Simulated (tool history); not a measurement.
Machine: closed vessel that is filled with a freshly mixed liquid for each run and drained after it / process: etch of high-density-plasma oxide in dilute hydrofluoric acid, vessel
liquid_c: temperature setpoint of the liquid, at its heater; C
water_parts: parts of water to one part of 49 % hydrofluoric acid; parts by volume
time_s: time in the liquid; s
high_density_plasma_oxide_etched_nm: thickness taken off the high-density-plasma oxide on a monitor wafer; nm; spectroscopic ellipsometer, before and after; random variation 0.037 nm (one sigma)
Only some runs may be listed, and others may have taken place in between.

run,hour,liquid_c,water_parts,time_s,high_density_plasma_oxide_etched_nm
1,0,20,110,195,7.1047
2,3.8,19.5,120,195,6.3647
3,9,23,120,195,7.409
4,14.7,23,120,150,5.573
5,19.7,22.5,125,150,5.2678
# hour 21.8: hydrofluoric acid flow meter replaced
6,21.8,22,125,150,4.765
7,24.3,21.5,125,150,4.6914
8,31.5,21,125,150,4.6471
9,39,20.5,125,150,4.4674
10,47.8,20,125,150,4.5119

Estimate the outcome of run 11 from the log above:
11,52.8,19.5,125,150,?

Run 11 gave high_density_plasma_oxide_etched_nm 4.4258 nm.
